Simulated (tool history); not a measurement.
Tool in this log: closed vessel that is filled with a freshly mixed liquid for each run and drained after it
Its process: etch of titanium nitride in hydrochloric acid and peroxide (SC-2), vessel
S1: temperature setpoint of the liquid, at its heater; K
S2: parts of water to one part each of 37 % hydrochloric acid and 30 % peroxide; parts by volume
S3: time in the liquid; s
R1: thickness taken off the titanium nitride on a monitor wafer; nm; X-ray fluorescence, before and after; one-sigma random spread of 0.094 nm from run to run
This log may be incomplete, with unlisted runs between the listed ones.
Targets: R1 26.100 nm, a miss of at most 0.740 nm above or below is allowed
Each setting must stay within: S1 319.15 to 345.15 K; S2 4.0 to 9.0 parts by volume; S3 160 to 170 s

run	hour	S1	S2	S3	R1
1	0.0	335.15	5.0	160	17.176
2	1.6	337.15	5.0	160	19.511
3	2.3	337.15	6.0	160	16.890
4	3.0	337.15	6.0	170	18.015
5	5.3	338.65	6.0	170	19.681
6	14.0	340.15	6.0	170	21.529
7	20.8	340.15	6.0	170	21.581
# hour 22.6: chemicals flow meter replaced
8	22.6	341.15	6.0	170	24.932

Of the 5 settings listed for the next run, only one would bring every result within its allowed miss of target. Which one?
A	24.4	340.65	5.5	160	?
B	24.4	340.15	6.0	170	?
C	24.4	338.15	4.0	170	?
D	24.4	344.65	7.5	170	?
E	24.4	340.65	6.0	170	?

move	R1
A	24.266
B	23.456
C	27.708
D	25.804
E	24.171
A: its largest miss is bigger than the last run's
B: its largest miss is bigger than the last run's
C: carries the result that was furthest off beyond its target, to the other side
D: all results in spec
E: its largest miss is bigger than the last run's
Move D is the one to make.

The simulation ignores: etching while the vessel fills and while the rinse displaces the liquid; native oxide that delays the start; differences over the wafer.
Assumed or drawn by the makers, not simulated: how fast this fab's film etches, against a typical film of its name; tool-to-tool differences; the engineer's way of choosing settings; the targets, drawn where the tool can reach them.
